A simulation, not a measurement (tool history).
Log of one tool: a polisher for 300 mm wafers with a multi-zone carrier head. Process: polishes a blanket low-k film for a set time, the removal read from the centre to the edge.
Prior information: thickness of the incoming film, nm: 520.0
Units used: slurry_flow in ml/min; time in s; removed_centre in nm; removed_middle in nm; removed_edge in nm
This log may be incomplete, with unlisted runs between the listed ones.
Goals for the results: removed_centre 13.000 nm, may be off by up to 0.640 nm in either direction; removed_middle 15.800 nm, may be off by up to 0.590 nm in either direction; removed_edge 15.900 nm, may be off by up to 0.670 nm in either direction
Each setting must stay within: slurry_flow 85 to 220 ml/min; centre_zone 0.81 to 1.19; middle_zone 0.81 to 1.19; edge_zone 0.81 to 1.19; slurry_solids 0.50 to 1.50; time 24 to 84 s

{"run": 1, "hour": 0.0, "slurry_flow": 140, "centre_zone": 1.0, "middle_zone": 1.0, "edge_zone": 1.0, "slurry_solids": 1.0, "time": 54, "removed_centre": 17.381, "removed_middle": 18.527, "removed_edge": 18.261}
{"run": 2, "hour": 3.5, "slurry_flow": 140, "centre_zone": 1.0, "middle_zone": 1.0, "edge_zone": 1.0, "slurry_solids": 0.85, "time": 54, "removed_centre": 16.512, "removed_middle": 17.193, "removed_edge": 17.28}
{"run": 3, "hour": 7.6, "slurry_flow": 140, "centre_zone": 1.0, "middle_zone": 1.0, "edge_zone": 1.0, "slurry_solids": 0.65, "time": 54, "removed_centre": 15.039, "removed_middle": 15.179, "removed_edge": 15.09}
{"run": 4, "hour": 9.3, "slurry_flow": 140, "centre_zone": 1.0, "middle_zone": 1.0, "edge_zone": 1.0, "slurry_solids": 0.8, "time": 54, "removed_centre": 16.305, "removed_middle": 16.689, "removed_edge": 16.929}
{"run": 5, "hour": 11.5, "slurry_flow": 140, "centre_zone": 1.0, "middle_zone": 1.0, "edge_zone": 0.97, "slurry_solids": 0.8, "time": 54, "removed_centre": 16.43, "removed_middle": 16.666, "removed_edge": 16.558}
{"run": 6, "hour": 15.2, "slurry_flow": 135, "centre_zone": 0.98, "middle_zone": 1.0, "edge_zone": 0.98, "slurry_solids": 0.8, "time": 54, "removed_centre": 15.677, "removed_middle": 16.575, "removed_edge": 16.612}
{"run": 7, "hour": 22.1, "slurry_flow": 130, "centre_zone": 0.97, "middle_zone": 1.0, "edge_zone": 0.98, "slurry_solids": 0.8, "time": 54, "removed_centre": 15.544, "removed_middle": 16.687, "removed_edge": 16.38}
{"run": 8, "hour": 26.1, "slurry_flow": 125, "centre_zone": 0.95, "middle_zone": 0.99, "edge_zone": 0.99, "slurry_solids": 0.8, "time": 54, "removed_centre": 15.106, "removed_middle": 16.488, "removed_edge": 16.55}
{"run": 9, "hour": 33.5, "slurry_flow": 120, "centre_zone": 0.93, "middle_zone": 0.99, "edge_zone": 0.99, "slurry_solids": 0.8, "time": 54, "removed_centre": 14.675, "removed_middle": 16.079, "removed_edge": 16.661}
{"run": 10, "hour": 42.2, "slurry_flow": 115, "centre_zone": 0.92, "middle_zone": 1.0, "edge_zone": 0.99, "slurry_solids": 0.8, "time": 54, "removed_centre": 14.493, "removed_middle": 16.398, "removed_edge": 16.36}
{"run": 11, "hour": 44.4, "slurry_flow": 110, "centre_zone": 0.91, "middle_zone": 1.0, "edge_zone": 0.99, "slurry_solids": 0.8, "time": 54, "removed_centre": 14.255, "removed_middle": 16.159, "removed_edge": 16.251}
{"run": 12, "hour": 47.1, "slurry_flow": 110, "centre_zone": 0.9, "middle_zone": 1.0, "edge_zone": 0.99, "slurry_solids": 0.8, "time": 54, "removed_centre": 13.897, "removed_middle": 15.705, "removed_edge": 16.26}
{"run": 13, "hour": 52.1, "slurry_flow": 110, "centre_zone": 0.89, "middle_zone": 1.01, "edge_zone": 0.99, "slurry_solids": 0.8, "time": 54, "removed_centre": 13.863, "removed_middle": 15.98, "removed_edge": 16.236}

Exercise: of the 5 proposed moves below, exactly one satisfies all targets within the stated allowed misses. Which move is it?
{"run": "A", "hour": 57.1, "slurry_flow": 105, "centre_zone": 0.92, "middle_zone": 0.92, "edge_zone": 1.0, "slurry_solids": 0.7, "time": 60, "removed_centre": "?", "removed_middle": "?", "removed_edge": "?"}
{"run": "B", "hour": 57.1, "slurry_flow": 160, "centre_zone": 0.84, "middle_zone": 0.99, "edge_zone": 1.01, "slurry_solids": 0.65, "time": 55, "removed_centre": "?", "removed_middle": "?", "removed_edge": "?"}
{"run": "C", "hour": 57.1, "slurry_flow": 150, "centre_zone": 0.98, "middle_zone": 1.0, "edge_zone": 1.03, "slurry_solids": 0.7, "time": 53, "removed_centre": "?", "removed_middle": "?", "removed_edge": "?"}
{"run": "D", "hour": 57.1, "slurry_flow": 100, "centre_zone": 0.93, "middle_zone": 0.9, "edge_zone": 0.96, "slurry_solids": 1.1, "time": 51, "removed_centre": "?", "removed_middle": "?", "removed_edge": "?"}
{"run": "E", "hour": 57.1, "slurry_flow": 130, "centre_zone": 0.96, "middle_zone": 0.98, "edge_zone": 0.97, "slurry_solids": 0.75, "time": 53, "removed_centre": "?", "removed_middle": "?", "removed_edge": "?"}

move=A removed_centre=14.911 removed_middle=15.870 removed_edge=16.913
move=B removed_centre=13.239 removed_middle=16.010 removed_edge=15.954
move=C removed_centre=15.202 removed_middle=15.849 removed_edge=15.883
move=D removed_centre=15.196 removed_middle=15.806 removed_edge=16.846
move=E removed_centre=14.889 removed_middle=15.700 removed_edge=15.650
A: further off than the last run
B: in spec on every target
C: further off than the last run
D: further off than the last run
E: further off than the last run
So the answer is move B, the one that meets all the targets.
